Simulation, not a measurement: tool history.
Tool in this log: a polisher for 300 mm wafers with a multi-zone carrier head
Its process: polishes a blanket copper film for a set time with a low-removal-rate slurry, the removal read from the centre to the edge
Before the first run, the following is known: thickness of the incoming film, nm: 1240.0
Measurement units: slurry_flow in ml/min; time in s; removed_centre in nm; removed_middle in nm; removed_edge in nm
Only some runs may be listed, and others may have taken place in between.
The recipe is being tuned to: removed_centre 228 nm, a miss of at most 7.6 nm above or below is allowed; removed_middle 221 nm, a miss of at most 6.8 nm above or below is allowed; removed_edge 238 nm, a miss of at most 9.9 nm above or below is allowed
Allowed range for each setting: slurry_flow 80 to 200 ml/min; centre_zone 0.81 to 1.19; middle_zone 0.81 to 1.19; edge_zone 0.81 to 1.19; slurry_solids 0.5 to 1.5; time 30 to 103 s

run,day,slurry_flow,centre_zone,middle_zone,edge_zone,slurry_solids,time,removed_centre,removed_middle,removed_edge
1,0,130,1,1,1,1,66,248.82,254.82,255.56
2,0.233,130,1,1,1.04,1,66,246.36,254.62,257.07
3,0.529,125,1,0.99,1.03,1,66,248.05,250.4,254.14
4,0.562,120,0.99,0.98,1.03,1,66,238.56,246.88,251.29
5,0.612,100,0.99,0.98,1.03,1,66,226.54,235.07,246.63
6,0.904,100,0.99,0.98,1.03,1,75,260.7,267.02,281.18
7,1.104,100,0.99,0.96,1.01,0.95,75,258.81,257.62,270.59
8,1.225,95,0.98,0.94,1,0.9,75,244.59,248.85,261.09
9,1.25,95,0.98,0.92,0.99,0.9,75,243.02,241.74,266.96
10,1.542,95,0.98,0.92,0.98,0.85,75,239.43,234.87,258.64
11,1.575,95,0.98,0.92,0.96,0.85,75,245.03,242.4,259.84
12,1.688,95,0.98,0.91,0.95,0.8,75,240.09,236.77,250.86
13,1.783,85,0.96,0.86,0.91,0.75,75,222.92,213.26,239.09

Which of these 5 next moves meets every target?
A,1.879,130,0.93,0.81,0.98,0.6,71,?,?,?
B,1.879,80,0.96,0.81,0.89,1,72,?,?,?
C,1.879,85,0.99,0.9,0.88,0.85,74,?,?,?
D,1.879,90,0.94,0.9,0.9,0.7,74,?,?,?
E,1.879,90,0.98,0.81,0.91,0.75,72,?,?,?

move,removed_centre,removed_middle,removed_edge
A,226.62,208.78,247.05
B,217.69,198.97,237.08
C,230.44,220.57,238.45
D,216.42,217.53,235.72
E,222.26,197.39,233.71
A: misses by more than the last run did
B: misses by more than the last run did
C: in spec on every target
D: corrects the largest miss of the last run, while another result sits out of spec
E: misses by more than the last run did
C is the move that brings every result within its allowed miss.

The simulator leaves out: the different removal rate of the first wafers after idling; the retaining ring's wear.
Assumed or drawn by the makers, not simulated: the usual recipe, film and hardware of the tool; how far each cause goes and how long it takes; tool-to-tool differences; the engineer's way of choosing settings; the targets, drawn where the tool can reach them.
